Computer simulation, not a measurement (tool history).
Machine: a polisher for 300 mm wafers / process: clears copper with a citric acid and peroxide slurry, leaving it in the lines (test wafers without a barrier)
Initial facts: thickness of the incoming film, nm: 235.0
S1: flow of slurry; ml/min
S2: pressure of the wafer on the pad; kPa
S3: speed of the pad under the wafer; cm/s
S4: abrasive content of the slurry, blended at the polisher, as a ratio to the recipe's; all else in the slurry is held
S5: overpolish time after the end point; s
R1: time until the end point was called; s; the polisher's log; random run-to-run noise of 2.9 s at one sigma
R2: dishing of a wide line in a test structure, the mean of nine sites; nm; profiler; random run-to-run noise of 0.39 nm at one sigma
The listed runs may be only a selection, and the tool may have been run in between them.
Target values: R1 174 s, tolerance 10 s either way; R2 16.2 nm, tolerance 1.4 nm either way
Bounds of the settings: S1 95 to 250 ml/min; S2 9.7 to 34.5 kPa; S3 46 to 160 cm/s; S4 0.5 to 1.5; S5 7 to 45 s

run  hour   S1    S2   S3  S4  S5      R1      R2
  1     0  160  22.1  102   1  23  92.099  33.982
  2   3.3  175  22.1  102   1  23  92.604  33.794
  3  10.7  175  19.3   98   1  21  109.54  29.545
  4  16.3  175  19.3  108   1  21  103.11  30.144
  5  22.7  150  19.3  108   1  21  104.29  28.151
  6  24.1  120  19.3  108   1  21  107.78  28.558
  7  31.8  120  17.2  108   1  19  122.72  24.194
  8  40.5  120  15.9  108   1  18  130.72   21.52
  9  45.2  120  14.5  108   1  18  145.57  19.791
 10  53.5  120  13.8  108   1  18  154.57  19.154
 11  59.9  120  13.1  108   1  17  157.41  18.125

Pick the move, out of 5, that brings all results within their allowed miss; only one does.
  A  66.3  125  14.5  112     1  17   ?   ?
  B  66.3  165  12.4  104     1  21   ?   ?
  C  66.3  120  15.2  122   1.1  14   ?   ?
  D  66.3  120  13.8   90  0.85  18   ?   ?
  E  66.3  180   9.7  126   0.9  25   ?   ?

move      R1      R2
   A  141.96  20.293
   B  165.15  21.212
   C  126.03   19.08
   D  180.42  17.385
   E  184.68   22.05
A: its largest miss is bigger than the last run's
B: brings the result that was furthest off to its target, and leaves another outside
C: its largest miss is bigger than the last run's
D: every result within its allowed miss
E: takes the result that was furthest off past its target
D is the move that brings every result within its allowed miss.
